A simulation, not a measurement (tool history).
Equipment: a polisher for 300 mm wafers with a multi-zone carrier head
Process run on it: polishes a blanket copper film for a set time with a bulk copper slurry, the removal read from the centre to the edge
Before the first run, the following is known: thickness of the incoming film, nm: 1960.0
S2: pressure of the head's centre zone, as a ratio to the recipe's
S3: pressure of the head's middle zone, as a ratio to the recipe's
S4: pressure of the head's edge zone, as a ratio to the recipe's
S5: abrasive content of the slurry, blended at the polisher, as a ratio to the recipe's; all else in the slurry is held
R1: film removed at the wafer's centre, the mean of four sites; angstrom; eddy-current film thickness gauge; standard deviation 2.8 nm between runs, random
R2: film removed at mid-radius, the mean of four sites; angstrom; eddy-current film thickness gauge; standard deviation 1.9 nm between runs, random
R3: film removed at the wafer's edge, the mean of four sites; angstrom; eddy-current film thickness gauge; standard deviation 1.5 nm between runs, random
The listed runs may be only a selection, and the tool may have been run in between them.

{"run": 1, "hour": 0.0, "flow of slurry (ml/min)": 170, "S2": 1, "S3": 1, "S4": 1, "S5": 1, "polishing time (s)": 37, "R1": 2553.5, "R2": 2506.1, "R3": 2489.7}
{"run": 2, "hour": 7.8, "flow of slurry (ml/min)": 170, "S2": 1, "S3": 1, "S4": 1, "S5": 1, "polishing time (s)": 33, "R1": 2228.4, "R2": 2223.1, "R3": 2206.9}
{"run": 3, "hour": 8.9, "flow of slurry (ml/min)": 185, "S2": 0.97, "S3": 1.02, "S4": 1.02, "S5": 1, "polishing time (s)": 33, "R1": 2137, "R2": 2329.7, "R3": 2248.8}
{"run": 4, "hour": 17.8, "flow of slurry (ml/min)": 185, "S2": 0.97, "S3": 0.96, "S4": 1.02, "S5": 1, "polishing time (s)": 33, "R1": 2209.5, "R2": 2220.6, "R3": 2271.2}
{"run": 5, "hour": 26.5, "flow of slurry (ml/min)": 200, "S2": 0.96, "S3": 0.98, "S4": 1.02, "S5": 1, "polishing time (s)": 33, "R1": 2206.2, "R2": 2279.3, "R3": 2266.2}
{"run": 6, "hour": 31.8, "flow of slurry (ml/min)": 210, "S2": 0.95, "S3": 0.99, "S4": 1.04, "S5": 1, "polishing time (s)": 33, "R1": 2233.5, "R2": 2330.6, "R3": 2332.3}

Predict the results of run 7:
{"run": 7, "hour": 34.4, "flow of slurry (ml/min)": 215, "S2": 0.93, "S3": 1.01, "S4": 1.04, "S5": 1, "polishing time (s)": 33, "R1": "?", "R2": "?", "R3": "?"}

Logged for run 7: R1 2150 angstrom, R2 2324.6 angstrom, R3 2325.9 angstrom.
